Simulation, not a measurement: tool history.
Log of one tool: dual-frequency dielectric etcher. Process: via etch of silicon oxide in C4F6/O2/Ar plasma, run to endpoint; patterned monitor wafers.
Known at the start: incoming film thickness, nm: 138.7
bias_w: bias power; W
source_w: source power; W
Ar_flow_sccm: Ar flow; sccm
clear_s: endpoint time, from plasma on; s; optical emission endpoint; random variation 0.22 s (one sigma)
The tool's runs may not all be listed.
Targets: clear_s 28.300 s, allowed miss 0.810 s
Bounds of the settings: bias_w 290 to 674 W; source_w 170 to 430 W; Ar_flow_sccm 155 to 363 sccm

run,hour,bias_w,source_w,Ar_flow_sccm,clear_s
1,0.0,482,300,259,32.128
2,1.1,511,300,259,31.416
3,7.5,554,300,259,30.354
4,10.5,554,250,259,33.494
5,17.1,567,260,258,32.396
6,22.3,567,210,258,36.846
7,23.1,581,220,257,35.355
8,24.2,581,220,257,35.539

4 next moves are on the table. One of them brings every result within its allowed miss. Which?
A,25.3,671,340,295,?
B,25.3,605,260,217,?
C,25.3,674,290,246,?
D,25.3,674,360,236,?

move,clear_s
A,26.664
B,30.908
C,28.246
D,25.211
A: takes the result that was furthest off past its target
B: nearer than the last run, and not there yet
C: meets every target
D: takes the result that was furthest off past its target
Move C is the one to make.

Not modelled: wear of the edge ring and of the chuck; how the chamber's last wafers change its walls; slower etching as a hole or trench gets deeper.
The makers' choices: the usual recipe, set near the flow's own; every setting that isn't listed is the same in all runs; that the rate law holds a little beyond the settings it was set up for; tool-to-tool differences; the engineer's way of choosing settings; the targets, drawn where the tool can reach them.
